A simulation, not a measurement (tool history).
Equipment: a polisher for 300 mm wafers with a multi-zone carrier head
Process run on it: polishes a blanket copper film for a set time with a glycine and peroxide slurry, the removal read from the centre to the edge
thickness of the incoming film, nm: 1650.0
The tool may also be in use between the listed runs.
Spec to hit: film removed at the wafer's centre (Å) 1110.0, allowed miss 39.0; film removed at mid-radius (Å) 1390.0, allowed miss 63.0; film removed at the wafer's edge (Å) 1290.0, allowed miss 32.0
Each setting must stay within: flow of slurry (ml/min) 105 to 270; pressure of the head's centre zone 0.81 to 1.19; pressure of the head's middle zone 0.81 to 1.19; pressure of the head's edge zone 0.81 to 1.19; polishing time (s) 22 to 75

| run | day | flow of slurry (ml/min) | pressure of the head's centre zone | pressure of the head's middle zone | pressure of the head's edge zone | polishing time (s) | film removed at the wafer's centre (Å) | film removed at mid-radius (Å) | film removed at the wafer's edge (Å) |
|---|---|---|---|---|---|---|---|---|---|
| 1 | 0.000 | 175 | 1.00 | 1.00 | 1.00 | 48 | 2450.0 | 2448.2 | 2505.7 |
| 2 | 0.325 | 155 | 0.94 | 1.01 | 0.95 | 39 | 1840.9 | 1944.5 | 1982.4 |
| 3 | 0.525 | 150 | 0.90 | 1.04 | 0.91 | 33 | 1503.7 | 1707.7 | 1619.0 |
| 4 | 0.583 | 150 | 0.90 | 1.04 | 0.91 | 43 | 1899.4 | 2211.3 | 2144.0 |
| 5 | 0.621 | 145 | 0.87 | 1.04 | 0.89 | 37 | 1600.5 | 1914.3 | 1790.6 |
| 6 | 0.829 | 135 | 0.85 | 1.04 | 0.89 | 33 | 1357.4 | 1637.0 | 1589.4 |
| 7 | 1.067 | 130 | 0.84 | 1.04 | 0.87 | 31 | 1233.4 | 1539.6 | 1465.2 |
| 8 | 1.246 | 130 | 0.84 | 1.04 | 0.85 | 30 | 1204.2 | 1468.0 | 1391.0 |
| 9 | 1.312 | 125 | 0.84 | 1.04 | 0.84 | 30 | 1171.5 | 1502.4 | 1397.6 |

Of the 5 settings listed for the next run, only one would bring every result within its allowed miss of target. Which one?
| A | 1.379 | 105 | 0.81 | 0.99 | 0.85 | 36 | ? | ? | ? |
| B | 1.379 | 150 | 0.90 | 0.92 | 0.95 | 29 | ? | ? | ? |
| C | 1.379 | 110 | 0.81 | 1.07 | 0.81 | 33 | ? | ? | ? |
| D | 1.379 | 180 | 1.01 | 1.09 | 0.83 | 25 | ? | ? | ? |
| E | 1.379 | 165 | 0.87 | 1.12 | 0.98 | 25 | ? | ? | ? |

| move | film removed at the wafer's centre (Å) | film removed at mid-radius (Å) | film removed at the wafer's edge (Å) |
|---|---|---|---|
| A | 1286.0 | 1597.3 | 1620.1 |
| B | 1285.7 | 1334.5 | 1469.3 |
| C | 1200.3 | 1583.6 | 1467.2 |
| D | 1297.0 | 1366.7 | 1219.1 |
| E | 1096.3 | 1376.4 | 1300.2 |
A: misses by more than the last run did
B: misses by more than the last run did
C: misses by more than the last run did
D: carries the result that was furthest off beyond its target, to the other side
E: each result inside its tolerance
The move that meets every target is E.

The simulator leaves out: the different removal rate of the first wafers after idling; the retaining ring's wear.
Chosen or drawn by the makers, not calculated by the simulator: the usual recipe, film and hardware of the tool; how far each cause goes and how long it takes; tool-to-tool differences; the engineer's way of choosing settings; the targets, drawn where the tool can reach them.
